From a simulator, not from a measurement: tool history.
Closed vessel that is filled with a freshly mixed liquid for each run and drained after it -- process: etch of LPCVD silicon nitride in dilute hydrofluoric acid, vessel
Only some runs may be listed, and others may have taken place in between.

run    day  temperature setpoint of the liquid (C)  parts of water to one part of 49 % hydrofluoric acid (parts by volume)  time in the liquid (s)  thickness taken off the LPCVD silicon nitride on a monitor wafer (nm)
  1  0.000                                    24.0                                                                     135                    2855                                                                 8.7334
  2  0.262                                    24.0                                                                      95                    2855                                                                12.3340
  3  0.317                                    21.5                                                                      95                    2855                                                                10.4610
  4  0.538                                    21.5                                                                      60                    2855                                                                16.2480
  5  0.608                                    20.0                                                                      60                    2855                                                                14.7940
  6  0.654                                    19.5                                                                      65                    2855                                                                13.1350
  7  0.950                                    18.0                                                                      80                    2855                                                                 9.7043

What will run 8 give?
  8  1.204                                    17.5                                                                      80                    2855                                                                      ?

Run 8 gave thickness taken off the LPCVD silicon nitride on a monitor wafer (nm) 9.3966.

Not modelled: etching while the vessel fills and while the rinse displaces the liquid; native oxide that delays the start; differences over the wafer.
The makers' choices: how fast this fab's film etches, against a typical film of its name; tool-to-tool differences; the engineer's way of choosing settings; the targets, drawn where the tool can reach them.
